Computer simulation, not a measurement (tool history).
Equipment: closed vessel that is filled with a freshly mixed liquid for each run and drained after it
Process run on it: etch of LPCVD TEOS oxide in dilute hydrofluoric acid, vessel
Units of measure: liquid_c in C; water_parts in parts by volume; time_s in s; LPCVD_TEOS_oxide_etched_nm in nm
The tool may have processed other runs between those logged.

run	hour	liquid_c	water_parts	time_s	LPCVD_TEOS_oxide_etched_nm
1	0	22	160	30	4.4452
2	2.5	22	160	30	4.4691
3	8.9	23	155	30	4.8064
4	16.4	24	150	30	5.1287
5	17.5	24.5	145	30	5.4099
6	22.5	25	140	30	5.788
7	26	25.5	140	30	5.9971
8	28.9	25.5	140	30	5.9358

What will run 9 give?
9	34.8	25.5	140	30	?

Run 9 gave LPCVD_TEOS_oxide_etched_nm 5.9558 nm.
